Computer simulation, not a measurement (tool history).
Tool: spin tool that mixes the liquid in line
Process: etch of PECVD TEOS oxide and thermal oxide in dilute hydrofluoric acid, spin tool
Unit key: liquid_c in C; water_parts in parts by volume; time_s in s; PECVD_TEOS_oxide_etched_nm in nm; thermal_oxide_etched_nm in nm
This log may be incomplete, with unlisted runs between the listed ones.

| run | hour | liquid_c | water_parts | time_s | PECVD_TEOS_oxide_etched_nm | thermal_oxide_etched_nm |
|---|---|---|---|---|---|---|
| 1 | 0.0 | 25.0 | 230 | 180 | 5.6897 | 3.1441 |
| 2 | 8.8 | 26.5 | 230 | 180 | 5.9902 | 3.3634 |
| 3 | 14.9 | 25.5 | 235 | 180 | 5.6223 | 3.1846 |
| 4 | 19.5 | 29.0 | 235 | 180 | 6.2934 | 3.5850 |
| 5 | 24.2 | 29.0 | 235 | 220 | 7.8197 | 4.4368 |
| 6 | 32.1 | 29.0 | 235 | 155 | 5.4898 | 3.0477 |
| 7 | 33.7 | 28.0 | 235 | 155 | 5.2513 | 2.9590 |
| 8 | 42.4 | 27.0 | 235 | 155 | 5.0752 | 2.8558 |
| 9 | 43.4 | 27.0 | 235 | 155 | 5.2056 | 2.8772 |
| 10 | 52.2 | 26.5 | 235 | 155 | 5.0770 | 2.8177 |

Run 11, settings as shown, results not yet in. Your forecast:
| 11 | 59.4 | 26.0 | 235 | 155 | ? | ? |

{"run 11": {"PECVD_TEOS_oxide_etched_nm": 4.9347, "thermal_oxide_etched_nm": 2.751}}
